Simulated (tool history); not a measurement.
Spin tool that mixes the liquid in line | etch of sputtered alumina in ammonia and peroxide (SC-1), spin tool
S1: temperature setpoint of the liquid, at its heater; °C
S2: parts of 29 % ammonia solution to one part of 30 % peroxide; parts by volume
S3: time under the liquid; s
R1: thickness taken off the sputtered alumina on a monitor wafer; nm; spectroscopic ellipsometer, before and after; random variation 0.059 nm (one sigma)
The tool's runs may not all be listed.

Run 1, day 0.000: S1 52.0 °C, S2 0.65 parts by volume, S3 100 s. Result: R1 4.3159 nm.
Run 2, day 0.321: S1 54.0 °C, S2 0.65 parts by volume, S3 100 s. Result: R1 4.8561 nm.
Run 3, day 0.442: S1 54.0 °C, S2 0.55 parts by volume, S3 100 s. Result: R1 4.7247 nm.
Run 4, day 0.562: S1 49.0 °C, S2 0.55 parts by volume, S3 100 s. Result: R1 3.5850 nm.
Run 5, day 0.842: S1 49.0 °C, S2 0.40 parts by volume, S3 100 s. Result: R1 3.5608 nm.
Run 6, day 0.929: S1 52.0 °C, S2 0.40 parts by volume, S3 100 s. Result: R1 4.1269 nm.
Run 7, day 1.104: S1 54.5 °C, S2 0.40 parts by volume, S3 100 s. Result: R1 4.6969 nm.

The next listed run, before its measurement:
Run 8, day 1.325: S1 56.0 °C, S2 0.40 parts by volume, S3 100 s. Result: R1 ?.

Run 8 gave R1 5.0714 nm.
